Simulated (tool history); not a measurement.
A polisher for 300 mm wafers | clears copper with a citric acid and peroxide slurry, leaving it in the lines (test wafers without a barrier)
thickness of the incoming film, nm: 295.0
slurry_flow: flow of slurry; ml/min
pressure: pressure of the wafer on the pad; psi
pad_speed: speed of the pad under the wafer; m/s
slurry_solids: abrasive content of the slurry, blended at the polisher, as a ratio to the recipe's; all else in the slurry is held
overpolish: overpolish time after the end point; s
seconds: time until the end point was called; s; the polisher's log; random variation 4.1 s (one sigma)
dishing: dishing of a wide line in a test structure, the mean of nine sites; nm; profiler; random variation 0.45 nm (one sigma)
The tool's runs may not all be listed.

run    day  slurry_flow  pressure  pad_speed  slurry_solids  overpolish  seconds  dishing
  1  0.000          230       2.9       0.92           1.00          17   157.64   23.078
  2  0.308          230       2.6       0.92           1.00          18   172.81   22.682
  3  0.433          230       2.6       0.92           1.00          22   171.39   25.499
  4  0.533          270       2.6       0.92           1.00          22   167.78   24.632
  5  0.621          265       2.4       0.92           1.00          22   186.39   24.428
  6  0.925          265       2.4       0.92           0.85          22   191.60   23.555

The next listed run, before its measurement:
  7  0.958          265       2.3       0.92           0.85          22        ?        ?

Run 7 gave seconds 190.24 s, dishing 23.066 nm.
